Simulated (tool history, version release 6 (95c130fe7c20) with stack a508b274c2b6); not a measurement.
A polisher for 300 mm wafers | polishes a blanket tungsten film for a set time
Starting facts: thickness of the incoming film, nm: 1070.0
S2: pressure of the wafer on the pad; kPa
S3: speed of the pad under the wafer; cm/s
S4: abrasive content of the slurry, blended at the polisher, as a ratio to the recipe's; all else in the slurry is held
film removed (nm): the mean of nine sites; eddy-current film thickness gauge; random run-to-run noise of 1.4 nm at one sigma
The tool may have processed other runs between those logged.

Run 1, hour 0.0: flow of slurry (ml/min) 265, S2 31.0 kPa, S3 94 cm/s, S4 1.0, polishing time (s) 52. Result: film removed (nm) 313.43.
Run 2, hour 2.5: flow of slurry (ml/min) 265, S2 31.0 kPa, S3 94 cm/s, S4 1.2, polishing time (s) 52. Result: film removed (nm) 326.21.
Run 3, hour 8.7: flow of slurry (ml/min) 265, S2 29.0 kPa, S3 94 cm/s, S4 1.2, polishing time (s) 52. Result: film removed (nm) 301.20.
Run 4, hour 15.6: flow of slurry (ml/min) 210, S2 29.0 kPa, S3 94 cm/s, S4 1.2, polishing time (s) 52. Result: film removed (nm) 294.86.
Run 5, hour 16.7: flow of slurry (ml/min) 210, S2 27.6 kPa, S3 94 cm/s, S4 1.2, polishing time (s) 52. Result: film removed (nm) 281.51.
Run 6, hour 17.5: flow of slurry (ml/min) 210, S2 35.2 kPa, S3 94 cm/s, S4 1.2, polishing time (s) 52. Result: film removed (nm) 351.06.

Run 7 comes next. What will it give?
Run 7, hour 21.5: flow of slurry (ml/min) 210, S2 33.1 kPa, S3 94 cm/s, S4 1.2, polishing time (s) 52. Result: film removed (nm) ?.

film removed (nm): 334.77
